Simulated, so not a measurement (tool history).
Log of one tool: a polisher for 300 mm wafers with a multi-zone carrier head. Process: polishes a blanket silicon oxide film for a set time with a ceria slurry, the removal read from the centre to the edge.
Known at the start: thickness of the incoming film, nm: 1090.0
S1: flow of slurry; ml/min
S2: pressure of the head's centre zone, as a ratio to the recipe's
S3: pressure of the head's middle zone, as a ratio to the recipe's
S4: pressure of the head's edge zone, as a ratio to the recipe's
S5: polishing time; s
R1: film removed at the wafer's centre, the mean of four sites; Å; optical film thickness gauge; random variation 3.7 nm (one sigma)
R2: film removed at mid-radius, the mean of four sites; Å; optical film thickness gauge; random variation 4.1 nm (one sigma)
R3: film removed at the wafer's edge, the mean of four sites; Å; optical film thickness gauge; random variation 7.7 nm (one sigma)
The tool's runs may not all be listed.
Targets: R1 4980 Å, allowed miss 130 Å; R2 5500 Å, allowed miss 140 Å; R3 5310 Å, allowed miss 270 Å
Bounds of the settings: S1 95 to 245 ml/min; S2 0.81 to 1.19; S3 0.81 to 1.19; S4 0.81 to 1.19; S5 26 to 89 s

run 1 hour=0 | S1=155 S2=1 S3=1 S4=1 S5=57 | R1=3996.9 R2=4069.6 R3=3993.3
run 2 hour=6.2 | S1=160 S2=1 S3=1.01 S4=1.02 S5=58 | R1=4095.2 R2=4230.3 R3=4321.7
run 3 hour=6.8 | S1=160 S2=1 S3=1.01 S4=1.07 S5=58 | R1=4122.8 R2=4236.5 R3=4251.7
run 4 hour=11.5 | S1=190 S2=1 S3=1.01 S4=1.07 S5=58 | R1=4275.7 R2=4358 R3=4308.8
run 5 hour=13 | S1=190 S2=1 S3=0.93 S4=1.07 S5=58 | R1=4227.9 R2=4012 R3=4309.7
run 6 hour=18.9 | S1=175 S2=1 S3=0.93 S4=1.07 S5=58 | R1=4195.3 R2=3953.6 R3=4367.3
run 7 hour=21.9 | S1=145 S2=1.04 S3=1.03 S4=1.16 S5=68 | R1=4919.8 R2=4917.8 R3=5146.5
run 8 hour=29.5 | S1=150 S2=1.03 S3=1.04 S4=1.16 S5=68 | R1=4956.2 R2=5011.2 R3=5055.3
run 9 hour=31.8 | S1=150 S2=1.02 S3=1.04 S4=1.16 S5=68 | R1=4914.8 R2=5021 R3=5131.6
run 10 hour=35.7 | S1=155 S2=1.01 S3=1.05 S4=1.16 S5=68 | R1=4889.6 R2=5091.9 R3=5273.3
run 11 hour=37.4 | S1=160 S2=1.01 S3=1.06 S4=1.16 S5=68 | R1=4873 R2=5097.8 R3=5183.5
run 12 hour=42.6 | S1=165 S2=1.01 S3=1.07 S4=1.16 S5=68 | R1=4917 R2=5144.8 R3=5169.6
run 13 hour=49.1 | S1=165 S2=1.01 S3=1.08 S4=1.16 S5=68 | R1=4953.5 R2=5238 R3=5191.8
run 14 hour=52.9 | S1=170 S2=1 S3=1.1 S4=1.17 S5=68 | R1=4919.3 R2=5310.6 R3=5232.3

Which of these 5 next moves meets every target?
run A hour=56.7 | S1=105 S2=0.95 S3=1.05 S4=1.02 S5=78 | R1=? R2=? R3=?
run B hour=56.7 | S1=150 S2=1.01 S3=1.09 S4=1.19 S5=69 | R1=? R2=? R3=?
run C hour=56.7 | S1=180 S2=0.98 S3=1.1 S4=1.13 S5=70 | R1=? R2=? R3=?
run D hour=56.7 | S1=195 S2=1 S3=1 S4=1.19 S5=67 | R1=? R2=? R3=?
run E hour=56.7 | S1=150 S2=1.01 S3=1.02 S4=1.15 S5=71 | R1=? R2=? R3=?

move=A R1=4777.5 R2=5247.8 R3=5172.8
move=B R1=4912.8 R2=5178.3 R3=5148
move=C R1=5007.1 R2=5463.3 R3=5224.9
move=D R1=4954.2 R2=4879.9 R3=5164.8
move=E R1=5052.7 R2=5036 R3=5225.2
A: further off than the last run
B: further off than the last run
C: meets every target
D: further off than the last run
E: further off than the last run
Move C is the one to make.

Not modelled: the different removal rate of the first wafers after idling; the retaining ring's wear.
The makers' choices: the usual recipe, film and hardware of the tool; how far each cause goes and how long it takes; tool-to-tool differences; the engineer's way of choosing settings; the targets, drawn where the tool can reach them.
